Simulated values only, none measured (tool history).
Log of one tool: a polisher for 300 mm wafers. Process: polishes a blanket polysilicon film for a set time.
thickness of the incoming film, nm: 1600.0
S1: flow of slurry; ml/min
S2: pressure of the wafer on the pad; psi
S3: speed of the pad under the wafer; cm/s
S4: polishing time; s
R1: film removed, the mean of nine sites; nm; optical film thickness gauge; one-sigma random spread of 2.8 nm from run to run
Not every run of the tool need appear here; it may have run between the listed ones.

run,hour,S1,S2,S3,S4,R1
1,0.0,280,3.3,80,81,662.98
2,2.2,280,3.0,80,81,599.17
3,8.9,280,3.0,80,85,634.23
4,13.4,280,2.7,80,85,567.43
5,15.5,280,2.7,80,85,570.20
6,23.3,280,2.5,80,85,525.39
7,31.8,280,2.5,80,85,532.06
8,37.6,280,2.3,80,85,491.36

Run 9, settings as shown, results not yet in. Your forecast:
9,39.8,270,1.5,78,85,?

R1: 317.43 nm

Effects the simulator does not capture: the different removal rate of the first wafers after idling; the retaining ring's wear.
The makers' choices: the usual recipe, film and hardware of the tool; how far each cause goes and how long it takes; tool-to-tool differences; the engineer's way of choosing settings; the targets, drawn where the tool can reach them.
